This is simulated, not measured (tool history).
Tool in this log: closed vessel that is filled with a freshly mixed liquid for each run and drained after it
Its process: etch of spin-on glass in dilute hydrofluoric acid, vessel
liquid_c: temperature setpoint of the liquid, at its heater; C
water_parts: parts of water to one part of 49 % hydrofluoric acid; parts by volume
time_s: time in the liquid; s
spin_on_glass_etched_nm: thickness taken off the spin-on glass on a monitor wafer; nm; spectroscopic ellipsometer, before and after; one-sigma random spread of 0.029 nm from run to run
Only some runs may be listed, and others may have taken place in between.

run	hour	liquid_c	water_parts	time_s	spin_on_glass_etched_nm
1	0.0	21.0	290	40	4.3749
2	5.4	21.0	290	30	3.2338
3	5.9	21.0	385	30	2.2706
4	12.9	22.0	380	30	2.3683
5	14.2	20.5	380	30	2.2635
6	15.2	21.5	375	30	2.3856
7	18.6	21.5	375	30	2.3782
8	27.1	22.5	365	30	2.5604
9	29.6	22.5	365	30	2.5545
10	30.9	22.5	365	30	2.5594
11	38.4	23.5	360	30	2.6534

The next listed run, before its measurement:
12	40.1	24.0	350	30	?

Run 12 came out at spin_on_glass_etched_nm 2.8425 nm.

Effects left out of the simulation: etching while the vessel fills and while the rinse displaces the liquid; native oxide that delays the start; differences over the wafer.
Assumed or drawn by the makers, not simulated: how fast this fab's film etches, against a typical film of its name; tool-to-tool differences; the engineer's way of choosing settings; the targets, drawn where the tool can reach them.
